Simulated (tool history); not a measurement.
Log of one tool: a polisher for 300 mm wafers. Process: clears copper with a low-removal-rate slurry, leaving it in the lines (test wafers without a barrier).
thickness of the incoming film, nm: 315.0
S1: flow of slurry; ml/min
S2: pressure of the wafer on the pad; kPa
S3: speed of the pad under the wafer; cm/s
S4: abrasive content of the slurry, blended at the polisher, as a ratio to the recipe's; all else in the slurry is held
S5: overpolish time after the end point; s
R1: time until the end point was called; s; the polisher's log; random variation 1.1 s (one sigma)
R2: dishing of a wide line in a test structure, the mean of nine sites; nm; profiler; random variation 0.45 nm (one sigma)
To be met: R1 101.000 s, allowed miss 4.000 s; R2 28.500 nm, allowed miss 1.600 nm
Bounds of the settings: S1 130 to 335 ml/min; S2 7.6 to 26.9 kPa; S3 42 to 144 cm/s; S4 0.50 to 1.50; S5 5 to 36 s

{"run": 1, "hour": 0.0, "S1": 215, "S2": 17.2, "S3": 92, "S4": 1.0, "S5": 18, "R1": 147.52, "R2": 21.576}
{"run": 2, "hour": 7.1, "S1": 215, "S2": 18.6, "S3": 92, "S4": 1.0, "S5": 18, "R1": 134.02, "R2": 23.003}
{"run": 3, "hour": 12.7, "S1": 215, "S2": 20.0, "S3": 92, "S4": 1.0, "S5": 18, "R1": 125.93, "R2": 23.44}
{"run": 4, "hour": 19.9, "S1": 215, "S2": 20.0, "S3": 92, "S4": 1.0, "S5": 12, "R1": 126.5, "R2": 18.063}
{"run": 5, "hour": 21.6, "S1": 215, "S2": 20.0, "S3": 92, "S4": 1.2, "S5": 12, "R1": 121.67, "R2": 18.293}
{"run": 6, "hour": 26.6, "S1": 170, "S2": 20.0, "S3": 92, "S4": 1.2, "S5": 12, "R1": 126.12, "R2": 18.106}
{"run": 7, "hour": 28.6, "S1": 170, "S2": 20.7, "S3": 92, "S4": 1.2, "S5": 14, "R1": 119.81, "R2": 20.863}
{"run": 8, "hour": 30.3, "S1": 170, "S2": 21.4, "S3": 92, "S4": 1.2, "S5": 15, "R1": 115.86, "R2": 22.615}
{"run": 9, "hour": 37.8, "S1": 170, "S2": 22.1, "S3": 92, "S4": 1.2, "S5": 16, "R1": 111.69, "R2": 24.428}
{"run": 10, "hour": 41.8, "S1": 170, "S2": 22.8, "S3": 92, "S4": 1.2, "S5": 16, "R1": 108.5, "R2": 24.264}

Which of these 4 next moves meets every target?
{"run": "A", "hour": 45.8, "S1": 160, "S2": 22.1, "S3": 98, "S4": 1.1, "S5": 12, "R1": "?", "R2": "?"}
{"run": "B", "hour": 45.8, "S1": 220, "S2": 19.3, "S3": 114, "S4": 1.3, "S5": 20, "R1": "?", "R2": "?"}
{"run": "C", "hour": 45.8, "S1": 175, "S2": 20.7, "S3": 90, "S4": 1.3, "S5": 24, "R1": "?", "R2": "?"}
{"run": "D", "hour": 45.8, "S1": 175, "S2": 26.9, "S3": 92, "S4": 1.05, "S5": 12, "R1": "?", "R2": "?"}

move=A R1=108.290 R2=19.779
move=B R1=99.899 R2=28.308
move=C R1=120.150 R2=28.424
move=D R1=94.970 R2=21.853
A: further off than the last run
B: meets every target
C: brings the result that was furthest off to its target, and leaves another outside
D: further off than the last run
Move B is the one to make.
